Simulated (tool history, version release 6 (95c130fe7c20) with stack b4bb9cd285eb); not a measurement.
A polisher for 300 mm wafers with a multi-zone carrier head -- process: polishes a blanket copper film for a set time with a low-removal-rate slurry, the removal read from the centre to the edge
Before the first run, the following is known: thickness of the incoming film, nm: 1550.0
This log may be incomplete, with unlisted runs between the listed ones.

| run | hour | flow of slurry (ml/min) | pressure of the head's centre zone | pressure of the head's middle zone | pressure of the head's edge zone | abrasive content of the slurry | polishing time (s) | film removed at the wafer's centre (nm) | film removed at mid-radius (nm) | film removed at the wafer's edge (nm) |
|---|---|---|---|---|---|---|---|---|---|---|
| 1 | 0 | 260 | 1 | 1 | 1 | 1 | 49 | 131.75 | 131.91 | 129.21 |
| 2 | 1.1 | 260 | 1 | 0.95 | 1 | 1 | 49 | 130.66 | 126.68 | 126.52 |
| 3 | 7.7 | 260 | 1 | 1.03 | 1 | 1 | 49 | 131.07 | 133.58 | 125.69 |
| 4 | 11.1 | 255 | 1 | 1.01 | 1 | 0.95 | 47 | 126.74 | 125.33 | 119.34 |
| 5 | 16.4 | 255 | 1 | 0.95 | 1 | 0.95 | 47 | 124.53 | 118.11 | 118.75 |
| 6 | 20.2 | 255 | 1 | 0.95 | 1 | 1.1 | 47 | 128.97 | 121.65 | 124.55 |
| 7 | 25.7 | 250 | 1 | 0.94 | 1.01 | 1.05 | 45 | 122.14 | 115.32 | 119.04 |
| 8 | 27.3 | 245 | 1 | 0.93 | 1.01 | 1 | 44 | 116.54 | 108.95 | 113.98 |
| 9 | 27.9 | 240 | 1 | 0.92 | 1.01 | 0.95 | 43 | 114.3 | 103.33 | 110.56 |
| 10 | 31.5 | 240 | 1 | 0.92 | 1.01 | 0.95 | 43 | 111.93 | 106.73 | 110.96 |
| 11 | 33.1 | 245 | 1.01 | 0.91 | 1.02 | 0.9 | 41 | 108.78 | 99.411 | 104.96 |

The next listed run, before its measurement:
| 12 | 39.5 | 240 | 1.01 | 0.9 | 1.02 | 0.85 | 40 | ? | ? | ? |

{"run 12": {"film removed at the wafer's centre (nm)": 105.57, "film removed at mid-radius (nm)": 94.103, "film removed at the wafer's edge (nm)": 102.6}}
